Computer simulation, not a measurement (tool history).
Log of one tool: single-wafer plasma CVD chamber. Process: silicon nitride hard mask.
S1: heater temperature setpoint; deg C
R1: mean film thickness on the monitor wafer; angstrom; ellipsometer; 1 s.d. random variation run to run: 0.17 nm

Run 1, day 0: S1 410 deg C, chamber pressure (mTorr) 1410, RF power (W) 350, deposition time (s) 24.4. Result: R1 297 angstrom.
Run 2, day 0.108: S1 410 deg C, chamber pressure (mTorr) 1410, RF power (W) 315, deposition time (s) 24.4. Result: R1 274.89 angstrom.
Run 3, day 0.358: S1 410 deg C, chamber pressure (mTorr) 1460, RF power (W) 325, deposition time (s) 24.4. Result: R1 286.01 angstrom.
Run 4, day 0.708: S1 410 deg C, chamber pressure (mTorr) 1510, RF power (W) 330, deposition time (s) 24.4. Result: R1 290.52 angstrom.
Run 5, day 0.808: S1 402 deg C, chamber pressure (mTorr) 1510, RF power (W) 330, deposition time (s) 24.4. Result: R1 290.74 angstrom.
Run 6, day 0.971: S1 412 deg C, chamber pressure (mTorr) 1510, RF power (W) 330, deposition time (s) 24.4. Result: R1 289.26 angstrom.
Run 7, day 1.317: S1 412 deg C, chamber pressure (mTorr) 1550, RF power (W) 340, deposition time (s) 24.4. Result: R1 296.54 angstrom.
Run 8, day 1.412: S1 412 deg C, chamber pressure (mTorr) 1580, RF power (W) 350, deposition time (s) 24.4. Result: R1 305.85 angstrom.
Run 9, day 1.642: S1 412 deg C, chamber pressure (mTorr) 1610, RF power (W) 355, deposition time (s) 24.4. Result: R1 310.53 angstrom.
Run 10, day 1.688: S1 412 deg C, chamber pressure (mTorr) 1640, RF power (W) 360, deposition time (s) 24.4. Result: R1 315.9 angstrom.

What will run 11 give?
Run 11, day 2.046: S1 412 deg C, chamber pressure (mTorr) 1670, RF power (W) 365, deposition time (s) 24.4. Result: R1 ?.

{"run 11": {"R1": 315.93}}
